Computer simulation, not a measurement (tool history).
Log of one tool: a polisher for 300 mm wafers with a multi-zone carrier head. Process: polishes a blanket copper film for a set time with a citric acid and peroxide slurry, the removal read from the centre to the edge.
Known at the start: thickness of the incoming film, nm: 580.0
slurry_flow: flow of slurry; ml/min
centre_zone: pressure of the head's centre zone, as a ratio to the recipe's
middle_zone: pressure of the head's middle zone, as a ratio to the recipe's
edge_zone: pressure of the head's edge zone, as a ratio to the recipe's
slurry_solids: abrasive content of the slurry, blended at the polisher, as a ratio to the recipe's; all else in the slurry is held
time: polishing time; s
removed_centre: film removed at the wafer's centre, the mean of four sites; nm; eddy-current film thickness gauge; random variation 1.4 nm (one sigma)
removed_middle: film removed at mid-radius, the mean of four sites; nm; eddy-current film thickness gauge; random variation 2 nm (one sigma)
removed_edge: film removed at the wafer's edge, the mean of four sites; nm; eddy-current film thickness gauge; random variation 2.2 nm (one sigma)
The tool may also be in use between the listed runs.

run 1 hour=0 | slurry_flow=320 centre_zone=1 middle_zone=1 edge_zone=1 slurry_solids=1 time=77 | removed_centre=129.72 removed_middle=135.04 removed_edge=137.74
run 2 hour=2.8 | slurry_flow=320 centre_zone=1 middle_zone=0.92 edge_zone=1 slurry_solids=1 time=77 | removed_centre=129.73 removed_middle=125.68 removed_edge=132.93
run 3 hour=9.9 | slurry_flow=320 centre_zone=1 middle_zone=0.92 edge_zone=1 slurry_solids=1.2 time=77 | removed_centre=133.37 removed_middle=129.39 removed_edge=137.8
run 4 hour=16.9 | slurry_flow=320 centre_zone=1 middle_zone=0.96 edge_zone=1 slurry_solids=1.2 time=77 | removed_centre=133.7 removed_middle=135.81 removed_edge=138.83
run 5 hour=25.3 | slurry_flow=320 centre_zone=1 middle_zone=0.96 edge_zone=1 slurry_solids=1.2 time=93 | removed_centre=162.73 removed_middle=159.76 removed_edge=165.7
run 6 hour=30.2 | slurry_flow=315 centre_zone=0.98 middle_zone=0.96 edge_zone=1.02 slurry_solids=1.2 time=93 | removed_centre=156.01 removed_middle=161.82 removed_edge=169.2
run 7 hour=31.3 | slurry_flow=315 centre_zone=0.98 middle_zone=0.96 edge_zone=1.04 slurry_solids=1.2 time=93 | removed_centre=157.59 removed_middle=160.48 removed_edge=170.52
run 8 hour=38.9 | slurry_flow=315 centre_zone=0.97 middle_zone=0.96 edge_zone=1.06 slurry_solids=1.2 time=93 | removed_centre=157.41 removed_middle=157.69 removed_edge=172.31
run 9 hour=40.8 | slurry_flow=315 centre_zone=0.96 middle_zone=0.97 edge_zone=1.07 slurry_solids=1.2 time=93 | removed_centre=154.57 removed_middle=163.46 removed_edge=171.73
run 10 hour=44.7 | slurry_flow=305 centre_zone=0.95 middle_zone=0.96 edge_zone=1.08 slurry_solids=1.2 time=94 | removed_centre=153.98 removed_middle=160.83 removed_edge=174.15
run 11 hour=48.7 | slurry_flow=305 centre_zone=0.94 middle_zone=0.96 edge_zone=1.09 slurry_solids=1.2 time=94 | removed_centre=151.64 removed_middle=163.61 removed_edge=176.54

What will run 12 give?
run 12 hour=54.2 | slurry_flow=300 centre_zone=0.93 middle_zone=0.96 edge_zone=1.1 slurry_solids=1.2 time=94 | removed_centre=? removed_middle=? removed_edge=?

Run 12 produced removed_centre 152.46 nm, removed_middle 163.8 nm, removed_edge 175.63 nm.
